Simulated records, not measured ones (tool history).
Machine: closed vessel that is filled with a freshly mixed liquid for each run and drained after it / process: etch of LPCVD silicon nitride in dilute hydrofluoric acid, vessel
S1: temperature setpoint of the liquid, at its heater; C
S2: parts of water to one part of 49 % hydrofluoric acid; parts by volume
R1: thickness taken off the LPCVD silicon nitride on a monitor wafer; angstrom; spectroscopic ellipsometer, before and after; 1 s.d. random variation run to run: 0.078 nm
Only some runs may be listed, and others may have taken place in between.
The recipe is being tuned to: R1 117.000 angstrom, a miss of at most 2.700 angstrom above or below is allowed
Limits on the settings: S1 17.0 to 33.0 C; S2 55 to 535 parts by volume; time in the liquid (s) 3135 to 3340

Run 1, day 0.000: S1 25.0 C, S2 295 parts by volume, time in the liquid (s) 3135. Result: R1 55.722 angstrom.
Run 2, day 0.050: S1 21.5 C, S2 295 parts by volume, time in the liquid (s) 3135. Result: R1 44.276 angstrom.
Run 3, day 0.150: S1 25.0 C, S2 270 parts by volume, time in the liquid (s) 3135. Result: R1 59.981 angstrom.
Run 4, day 0.404: S1 28.5 C, S2 270 parts by volume, time in the liquid (s) 3135. Result: R1 74.021 angstrom.
Run 5, day 0.575: S1 30.0 C, S2 250 parts by volume, time in the liquid (s) 3135. Result: R1 86.953 angstrom.
Run 6, day 0.633: S1 30.0 C, S2 350 parts by volume, time in the liquid (s) 3135. Result: R1 61.925 angstrom.
Run 7, day 0.800: S1 31.0 C, S2 305 parts by volume, time in the liquid (s) 3140. Result: R1 76.143 angstrom.
Run 8, day 0.971: S1 31.5 C, S2 275 parts by volume, time in the liquid (s) 3140. Result: R1 87.889 angstrom.
Run 9, day 1.117: S1 32.0 C, S2 255 parts by volume, time in the liquid (s) 3140. Result: R1 96.728 angstrom.

4 candidate next runs follow, results not yet known. Just one meets every target within its allowed miss. Identify it.
Run A, day 1.262: S1 31.5 C, S2 295 parts by volume, time in the liquid (s) 3135. Result: R1 ?.
Run B, day 1.262: S1 32.5 C, S2 240 parts by volume, time in the liquid (s) 3135. Result: R1 ?.
Run C, day 1.262: S1 30.5 C, S2 205 parts by volume, time in the liquid (s) 3310. Result: R1 ?.
Run D, day 1.262: S1 31.0 C, S2 295 parts by volume, time in the liquid (s) 3135. Result: R1 ?.

move       R1
   A   80.565
   B  105.670
   C  116.790
   D   78.307
A: further off than the last run
B: closer than the last run, but not yet in spec
C: all results in spec
D: further off than the last run
So the answer is move C, the one that meets all the targets.
